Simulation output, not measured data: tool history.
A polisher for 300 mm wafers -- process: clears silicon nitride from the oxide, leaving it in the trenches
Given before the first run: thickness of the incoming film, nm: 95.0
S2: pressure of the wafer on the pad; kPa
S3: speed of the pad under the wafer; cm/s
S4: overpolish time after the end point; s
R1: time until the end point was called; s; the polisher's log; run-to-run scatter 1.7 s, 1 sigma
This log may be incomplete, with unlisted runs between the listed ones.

run 1 day=0 | flow_of_slurry_(ml/min)=230 S2=15.2 S3=102 S4=31 | R1=117.45
run 2 day=0.05 | flow_of_slurry_(ml/min)=230 S2=15.9 S3=102 S4=31 | R1=116.29
run 3 day=0.3 | flow_of_slurry_(ml/min)=230 S2=15.9 S3=84 S4=31 | R1=141.47
run 4 day=0.625 | flow_of_slurry_(ml/min)=230 S2=15.9 S3=100 S4=31 | R1=116.09
run 5 day=0.896 | flow_of_slurry_(ml/min)=275 S2=15.9 S3=100 S4=31 | R1=112.64
run 6 day=1.062 | flow_of_slurry_(ml/min)=275 S2=16.5 S3=100 S4=31 | R1=112.25
run 7 day=1.196 | flow_of_slurry_(ml/min)=275 S2=17.2 S3=102 S4=31 | R1=100.05
run 8 day=1.308 | flow_of_slurry_(ml/min)=275 S2=17.9 S3=102 S4=31 | R1=98.978

The next listed run, before its measurement:
run 9 day=1.517 | flow_of_slurry_(ml/min)=275 S2=18.6 S3=102 S4=31 | R1=?

R1: 96.908 s

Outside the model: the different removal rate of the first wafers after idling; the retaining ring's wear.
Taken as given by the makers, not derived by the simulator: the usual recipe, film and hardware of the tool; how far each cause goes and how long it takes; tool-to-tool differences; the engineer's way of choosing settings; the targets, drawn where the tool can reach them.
